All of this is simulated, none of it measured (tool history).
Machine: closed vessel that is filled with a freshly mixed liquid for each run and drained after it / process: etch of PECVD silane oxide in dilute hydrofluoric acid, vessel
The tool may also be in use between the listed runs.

run    day  temperature setpoint of the liquid (K)  parts of water to one part of 49 % hydrofluoric acid (parts by volume)  time in the liquid (s)  thickness taken off the PECVD silane oxide on a monitor wafer (angstrom)
  1      0                                  295.15                                                                     230                     305                                                                    168.67
  2  0.267                                  296.65                                                                     195                     305                                                                    218.29
  3  0.562                                  298.15                                                                     170                     305                                                                    270.85
  4  0.725                                  298.15                                                                     170                     305                                                                    271.61
  5  1.067                                  298.15                                                                     170                     325                                                                    289.45
  6  1.308                                  299.65                                                                     170                     325                                                                    303.86
  7  1.438                                  300.15                                                                     150                     325                                                                    359.76

For run 8, what comes out?
  8  1.667                                  300.65                                                                     140                     325                                                                         ?

{"run 8": {"thickness taken off the PECVD silane oxide on a monitor wafer (angstrom)": 399.6}}

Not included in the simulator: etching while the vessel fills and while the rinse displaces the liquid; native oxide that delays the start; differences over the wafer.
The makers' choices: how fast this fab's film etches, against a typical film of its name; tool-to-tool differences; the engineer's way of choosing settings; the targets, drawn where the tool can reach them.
